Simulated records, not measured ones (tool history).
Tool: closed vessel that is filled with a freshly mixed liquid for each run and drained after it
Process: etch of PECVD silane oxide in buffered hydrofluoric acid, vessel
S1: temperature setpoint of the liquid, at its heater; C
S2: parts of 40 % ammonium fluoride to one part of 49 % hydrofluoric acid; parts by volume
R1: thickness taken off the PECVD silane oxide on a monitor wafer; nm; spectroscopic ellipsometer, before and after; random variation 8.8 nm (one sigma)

Run 1, hour 0: S1 21 C, S2 7.5 parts by volume, time in the liquid (s) 90. Result: R1 463.43 nm.
Run 2, hour 4: S1 21 C, S2 7.5 parts by volume, time in the liquid (s) 90. Result: R1 454.15 nm.
Run 3, hour 9.8: S1 18.5 C, S2 7.5 parts by volume, time in the liquid (s) 90. Result: R1 398.02 nm.
Run 4, hour 13: S1 19.5 C, S2 7.5 parts by volume, time in the liquid (s) 90. Result: R1 420.5 nm.
Run 5, hour 15.8: S1 21 C, S2 7.5 parts by volume, time in the liquid (s) 90. Result: R1 456.9 nm.
Run 6, hour 24.6: S1 21 C, S2 9.5 parts by volume, time in the liquid (s) 90. Result: R1 358.88 nm.
Run 7, hour 33.1: S1 25 C, S2 7 parts by volume, time in the liquid (s) 90. Result: R1 618.98 nm.
Run 8, hour 37.1: S1 25.5 C, S2 7 parts by volume, time in the liquid (s) 90. Result: R1 623.11 nm.

The next listed run, before its measurement:
Run 9, hour 43.6: S1 29 C, S2 5.5 parts by volume, time in the liquid (s) 90. Result: R1 ?.

R1: 916.87 nm
